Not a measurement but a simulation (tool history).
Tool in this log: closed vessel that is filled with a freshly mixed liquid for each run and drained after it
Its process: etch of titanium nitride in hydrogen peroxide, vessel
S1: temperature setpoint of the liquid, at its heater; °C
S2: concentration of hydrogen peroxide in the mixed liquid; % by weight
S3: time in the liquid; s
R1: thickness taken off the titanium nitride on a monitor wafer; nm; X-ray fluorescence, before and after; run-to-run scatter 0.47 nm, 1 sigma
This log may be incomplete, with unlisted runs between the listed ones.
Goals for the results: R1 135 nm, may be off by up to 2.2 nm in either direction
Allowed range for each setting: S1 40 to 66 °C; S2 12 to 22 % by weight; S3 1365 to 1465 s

run	hour	S1	S2	S3	R1
1	0	56	15	1365	84.634
2	3.8	56	12.5	1365	81.296
3	8.8	58	12.5	1365	93.871
4	12.2	58	12.5	1465	100.47
5	13.2	63.5	12.5	1465	145.06
6	17.6	56.5	12.5	1465	90.455
7	21	56.5	12.5	1465	89.957
8	26.4	58	12.5	1465	100.85
9	30.5	59	12.5	1465	107.72
10	31.6	60	12.5	1465	115.49
11	39.6	60.5	12.5	1465	119.05
12	45.2	61	12.5	1465	123.33
13	54	61.5	12.5	1465	126.97
14	55.4	62	12.5	1465	131.7

Of the 4 settings listed for the next run, only one would bring every result within its allowed miss of target. Which one?
A	56.8	62.5	16.5	1365	?
B	56.8	62	12	1465	?
C	56.8	61.5	13	1465	?
D	56.8	62.5	12.5	1405	?

move	R1
A	134.71
B	130.79
C	128.59
D	130.81
A: meets every target
B: further off than the last run
C: further off than the last run
D: further off than the last run
The move that meets every target is A.

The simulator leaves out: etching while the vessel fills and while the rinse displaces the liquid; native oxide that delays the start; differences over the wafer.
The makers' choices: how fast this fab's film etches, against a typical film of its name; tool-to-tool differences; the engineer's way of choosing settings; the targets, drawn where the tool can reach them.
